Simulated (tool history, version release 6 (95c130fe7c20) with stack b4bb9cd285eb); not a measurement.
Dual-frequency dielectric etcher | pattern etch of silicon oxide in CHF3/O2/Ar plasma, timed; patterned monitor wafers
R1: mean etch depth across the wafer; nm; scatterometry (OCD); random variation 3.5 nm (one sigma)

Run 1, hour 0: source power (W) 560, bias power (W) 170, etch time (s) 704.5. Result: R1 1231.1 nm.
Run 2, hour 8.6: source power (W) 560, bias power (W) 190, etch time (s) 704.5. Result: R1 1275.5 nm.
Run 3, hour 11.9: source power (W) 530, bias power (W) 187, etch time (s) 704.5. Result: R1 1238.8 nm.
Run 4, hour 15.9: source power (W) 450, bias power (W) 187, etch time (s) 704.5. Result: R1 1181.1 nm.
Run 5, hour 22.3: source power (W) 450, bias power (W) 187, etch time (s) 735.5. Result: R1 1227.8 nm.
Run 6, hour 26: source power (W) 440, bias power (W) 184, etch time (s) 734. Result: R1 1202.5 nm.
Run 7, hour 27.7: source power (W) 430, bias power (W) 182, etch time (s) 733.5. Result: R1 1196.9 nm.
Run 8, hour 30.9: source power (W) 420, bias power (W) 180, etch time (s) 732.5. Result: R1 1177.3 nm.
Run 9, hour 37.5: source power (W) 410, bias power (W) 179, etch time (s) 732. Result: R1 1170.9 nm.
Run 10, hour 43.4: source power (W) 400, bias power (W) 178, etch time (s) 731. Result: R1 1156.1 nm.

The next listed run, before its measurement:
Run 11, hour 49.1: source power (W) 400, bias power (W) 178, etch time (s) 731. Result: R1 ?.

Run 11 came out at R1 1152.9 nm.
